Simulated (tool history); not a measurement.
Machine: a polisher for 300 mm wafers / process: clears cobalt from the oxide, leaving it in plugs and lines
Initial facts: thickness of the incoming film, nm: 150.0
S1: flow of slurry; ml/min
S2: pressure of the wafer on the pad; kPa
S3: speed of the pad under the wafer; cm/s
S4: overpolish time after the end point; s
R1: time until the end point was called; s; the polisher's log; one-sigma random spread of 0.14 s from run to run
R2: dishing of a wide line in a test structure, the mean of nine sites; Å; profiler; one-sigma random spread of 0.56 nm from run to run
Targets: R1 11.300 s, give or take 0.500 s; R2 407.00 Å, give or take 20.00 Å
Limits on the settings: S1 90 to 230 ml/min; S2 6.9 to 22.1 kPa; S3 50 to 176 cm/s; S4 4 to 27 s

run,day,S1,S2,S3,S4,R1,R2
1,0.000,150,14.5,112,14,24.298,354.53
2,0.054,120,14.5,112,14,27.155,347.52
3,0.188,130,15.2,114,14,24.414,357.44
4,0.383,130,15.2,114,19,24.351,387.12
# day 0.738: slurry nozzle cleaned
5,0.738,130,15.2,136,19,18.762,397.32
6,0.788,130,15.2,160,19,16.452,407.03
7,1.008,135,15.9,160,18,15.518,409.66
8,1.212,140,16.5,160,17,14.989,401.48
9,1.271,145,17.2,160,17,14.373,403.44
10,1.483,150,17.9,160,17,13.856,411.86

5 candidate next runs follow, results not yet known. Just one meets every target within its allowed miss. Identify it.
A,1.696,160,20.7,170,6,?,?
B,1.696,145,22.1,176,13,?,?
C,1.696,165,22.1,176,7,?,?
D,1.696,195,22.1,168,16,?,?
E,1.696,150,20.7,170,17,?,?

move,R1,R2
A,11.271,343.04
B,10.512,403.13
C,10.263,369.44
D,10.449,407.01
E,11.406,406.80
A: gets the furthest-off result to its target, but another result is out of tolerance
B: takes the biggest miss from the last run beyond its target
C: takes the biggest miss from the last run beyond its target
D: takes the biggest miss from the last run beyond its target
E: meets every target
E meets every target.
